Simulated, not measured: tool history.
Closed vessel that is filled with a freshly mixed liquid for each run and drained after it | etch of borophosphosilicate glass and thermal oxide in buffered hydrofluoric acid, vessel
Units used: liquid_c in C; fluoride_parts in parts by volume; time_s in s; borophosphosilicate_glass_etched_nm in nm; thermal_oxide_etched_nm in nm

run  hour  liquid_c  fluoride_parts  time_s  borophosphosilicate_glass_etched_nm  thermal_oxide_etched_nm
  1   0.0      22.0             9.0      60                               160.04                   65.630
  2   1.6      24.0             9.0      60                               179.11                   71.465
  3   9.3      24.0             9.0      80                               237.81                   97.416
  4  16.3      24.0            11.0      80                               202.09                   82.058
  5  23.7      25.5            11.0      80                               221.00                   90.077
  6  30.8      27.5            11.0      80                               246.07                   99.144
  7  38.4      28.0            11.0      80                               251.75                  103.460

Run 8 comes next. What will it give?
  8  43.4      28.5            11.0      80                                    ?                        ?

borophosphosilicate_glass_etched_nm: 257.12 nm
thermal_oxide_etched_nm: 105.380 nm

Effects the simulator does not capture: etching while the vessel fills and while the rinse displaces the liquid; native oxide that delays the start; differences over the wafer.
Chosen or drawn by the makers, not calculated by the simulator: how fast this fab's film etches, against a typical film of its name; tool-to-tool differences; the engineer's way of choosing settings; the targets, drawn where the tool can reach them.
